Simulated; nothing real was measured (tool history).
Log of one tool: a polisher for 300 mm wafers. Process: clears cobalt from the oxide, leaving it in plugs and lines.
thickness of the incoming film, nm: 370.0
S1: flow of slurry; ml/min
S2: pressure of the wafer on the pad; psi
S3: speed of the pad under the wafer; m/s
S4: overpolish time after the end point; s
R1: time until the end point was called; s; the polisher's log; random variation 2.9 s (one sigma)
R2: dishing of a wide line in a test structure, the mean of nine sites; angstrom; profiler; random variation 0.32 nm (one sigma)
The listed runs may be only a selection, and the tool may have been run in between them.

run 1 hour=0.0 | S1=180 S2=2.2 S3=0.78 S4=25 | R1=94.951 R2=412.90
run 2 hour=6.5 | S1=200 S2=2.2 S3=0.78 S4=25 | R1=95.590 R2=409.03
run 3 hour=15.3 | S1=210 S2=2.1 S3=0.76 S4=23 | R1=100.260 R2=387.25
run 4 hour=16.6 | S1=185 S2=2.1 S3=0.76 S4=23 | R1=101.080 R2=382.33
-- hour=21.5 slurry nozzle cleaned
run 5 hour=21.5 | S1=185 S2=2.1 S3=0.96 S4=23 | R1=76.355 R2=416.18
run 6 hour=25.0 | S1=185 S2=1.8 S3=0.96 S4=23 | R1=90.921 R2=403.78
run 7 hour=28.0 | S1=160 S2=1.5 S3=0.74 S4=11 | R1=139.850 R2=217.86

Expected results for the next run?
run 8 hour=34.3 | S1=165 S2=1.4 S3=0.74 S4=13 | R1=? R2=?

{"run 8": {"R1": 146.89, "R2": 236.23}}

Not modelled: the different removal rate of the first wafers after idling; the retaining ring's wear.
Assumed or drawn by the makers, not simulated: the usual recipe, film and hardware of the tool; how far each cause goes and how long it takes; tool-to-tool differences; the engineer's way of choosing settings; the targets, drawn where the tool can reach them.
